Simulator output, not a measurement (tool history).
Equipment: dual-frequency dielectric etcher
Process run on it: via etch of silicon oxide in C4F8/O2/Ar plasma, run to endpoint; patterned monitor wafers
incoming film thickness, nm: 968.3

{"run": 1, "day": 0.0, "source power (W)": 2080, "bias power (W)": 2509, "endpoint time (s)": 170.19}
{"run": 2, "day": 0.283, "source power (W)": 2290, "bias power (W)": 2509, "endpoint time (s)": 163.56}
{"run": 3, "day": 0.546, "source power (W)": 2290, "bias power (W)": 2785, "endpoint time (s)": 158.9}
{"run": 4, "day": 0.85, "source power (W)": 2510, "bias power (W)": 2785, "endpoint time (s)": 154.25}
{"run": 5, "day": 1.096, "source power (W)": 2370, "bias power (W)": 2725, "endpoint time (s)": 160.27}
{"run": 6, "day": 1.458, "source power (W)": 2500, "bias power (W)": 2725, "endpoint time (s)": 158.11}
{"run": 7, "day": 1.833, "source power (W)": 2390, "bias power (W)": 2612, "endpoint time (s)": 162.16}
{"run": 8, "day": 2.104, "source power (W)": 2290, "bias power (W)": 2547, "endpoint time (s)": 164.97}

Run 9 has not been measured yet. What should we expect?
{"run": 9, "day": 2.275, "source power (W)": 2200, "bias power (W)": 2503, "endpoint time (s)": "?"}

endpoint time (s): 166.11
